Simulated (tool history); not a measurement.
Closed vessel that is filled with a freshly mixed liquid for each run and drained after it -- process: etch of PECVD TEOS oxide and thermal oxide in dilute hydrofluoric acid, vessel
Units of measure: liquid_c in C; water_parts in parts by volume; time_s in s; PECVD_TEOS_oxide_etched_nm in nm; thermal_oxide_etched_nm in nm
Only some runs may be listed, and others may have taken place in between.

run,day,liquid_c,water_parts,time_s,PECVD_TEOS_oxide_etched_nm,thermal_oxide_etched_nm
1,0,21,290,1070,28.329,12.051
2,0.1,21,390,1070,19.089,8.1411
3,0.346,21,340,1070,22.897,9.7956
4,0.496,22.5,340,1070,24.371,10.159
5,0.658,19.5,340,1070,21.698,9.1735
6,0.862,22.5,330,1070,24.918,10.646
7,0.996,24.5,315,1070,28.874,12.233

Expected results for the next run?
8,1.112,24.5,315,1070,?,?

{"run 8": {"PECVD_TEOS_oxide_etched_nm": 28.609, "thermal_oxide_etched_nm": 12.207}}
